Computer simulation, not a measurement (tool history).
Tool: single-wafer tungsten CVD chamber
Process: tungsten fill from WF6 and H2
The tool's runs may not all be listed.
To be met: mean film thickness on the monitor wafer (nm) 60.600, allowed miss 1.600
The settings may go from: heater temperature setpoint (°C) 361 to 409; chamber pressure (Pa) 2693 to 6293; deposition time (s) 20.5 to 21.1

run  hour  heater temperature setpoint (°C)  chamber pressure (Pa)  deposition time (s)  mean film thickness on the monitor wafer (nm)
  1   0.0                               385                   4493                 20.5                                         47.627
  2   5.3                               385                   5280                 20.5                                         52.251
  3   8.4                               386                   5293                 20.5                                         53.240
  4   9.3                               387                   5306                 20.5                                         53.992
  5  13.3                               387                   5306                 20.5                                         54.495
  6  19.9                               388                   5306                 20.5                                         55.272
     22.1  -- thermocouple changed; heater temperature recalibrated
  7  22.1                               389                   5306                 20.5                                         53.681
  8  30.4                               391                   5360                 20.5                                         55.952
  9  37.0                               392                   5373                 20.5                                         56.870
 10  45.3                               393                   5386                 20.5                                         58.361

5 next moves are on the table. One of them brings every result within its allowed miss. Which?
  A  53.6                               394                   4906                 20.5                                              ?
  B  53.6                               387                   6119                 20.7                                              ?
  C  53.6                               388                   5760                 20.6                                              ?
  D  53.6                               390                   5600                 20.5                                              ?
  E  53.6                               394                   5266                 21.1                                              ?

move  mean film thickness on the monitor wafer (nm)
   A                                         56.275
   B                                         56.516
   C                                         55.459
   D                                         56.398
   E                                         60.293
A: further off than the last run
B: further off than the last run
C: further off than the last run
D: further off than the last run
E: meets every target
Move E is the one to make.
